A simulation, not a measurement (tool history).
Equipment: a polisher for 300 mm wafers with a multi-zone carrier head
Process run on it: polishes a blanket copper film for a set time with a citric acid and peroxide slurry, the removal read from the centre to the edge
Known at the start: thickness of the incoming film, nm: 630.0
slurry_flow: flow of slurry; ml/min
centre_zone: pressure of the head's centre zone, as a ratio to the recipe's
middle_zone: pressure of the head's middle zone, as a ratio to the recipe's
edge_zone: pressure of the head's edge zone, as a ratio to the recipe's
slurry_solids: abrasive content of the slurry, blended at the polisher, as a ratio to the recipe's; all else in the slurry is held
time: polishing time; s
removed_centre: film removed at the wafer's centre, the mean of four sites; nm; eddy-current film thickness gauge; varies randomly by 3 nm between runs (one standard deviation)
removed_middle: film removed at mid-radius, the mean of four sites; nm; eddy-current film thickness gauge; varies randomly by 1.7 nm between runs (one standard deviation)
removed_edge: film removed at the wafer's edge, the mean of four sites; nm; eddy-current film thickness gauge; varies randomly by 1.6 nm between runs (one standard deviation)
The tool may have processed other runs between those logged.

run    day  slurry_flow  centre_zone  middle_zone  edge_zone  slurry_solids  time  removed_centre  removed_middle  removed_edge
  1      0          285            1            1          1              1    62          238.62          231.45        234.34
  2  0.046          285            1            1          1              1    51          194.85          189.98        193.25
  3  0.179          285            1            1          1              1    63          241.91          233.73        239.46
  4  0.454          285            1            1       1.08              1    63          238.02          233.98        251.25
  5  0.508          275         0.97         0.97       1.05           0.95    63          233.97          223.97         242.4
  6  0.683          265         0.93         0.95       1.04            0.9    63          219.71          215.27        237.61
  7  0.971          255         0.91         0.94       1.02           0.85    63          207.58           211.5        228.29

What does the tool deliver on the next run?
  8  1.283          245         0.91         0.93       1.02           0.85    63               ?               ?             ?

{"run 8": {"removed_centre": 209.65, "removed_middle": 208.33, "removed_edge": 228.89}}

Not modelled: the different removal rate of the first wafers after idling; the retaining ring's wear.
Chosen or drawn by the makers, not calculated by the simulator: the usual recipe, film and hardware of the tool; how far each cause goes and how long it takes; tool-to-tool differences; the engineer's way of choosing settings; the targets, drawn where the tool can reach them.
